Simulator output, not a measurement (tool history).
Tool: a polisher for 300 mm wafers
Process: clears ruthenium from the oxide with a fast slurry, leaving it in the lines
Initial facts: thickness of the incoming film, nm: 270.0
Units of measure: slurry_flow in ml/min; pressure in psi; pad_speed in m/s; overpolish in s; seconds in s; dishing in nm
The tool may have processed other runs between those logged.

run  hour  slurry_flow  pressure  pad_speed  slurry_solids  overpolish  seconds  dishing
  1     0          185       2.5        0.9              1          17    88.37    45.88
  2   8.7          185       2.5        0.9            0.9          17   92.787   42.886
  3  12.4          185       2.5        0.9           0.75          17   99.916   41.462
  4  19.6          185       2.5        0.9           0.75          10   99.844    26.28
  5  26.3          200       2.6        0.9            0.7           9   98.357   23.988
  6  32.4          155       2.6        0.9            0.7           9   100.87    22.84
  7  40.5          155       2.6        0.9            0.7           9   101.46   22.839
  8  46.1          145       2.8        0.9           0.65           8   99.876   21.106
  9  48.6          145       2.8        0.9           0.65           8   98.131   21.223
 10  57.4          140         3        0.9            0.6           7   99.452   19.091

Forecast run 11:
 11  66.3          135       3.2       0.92            0.6           7        ?        ?

seconds: 92.966 s
dishing: 20.015 nm
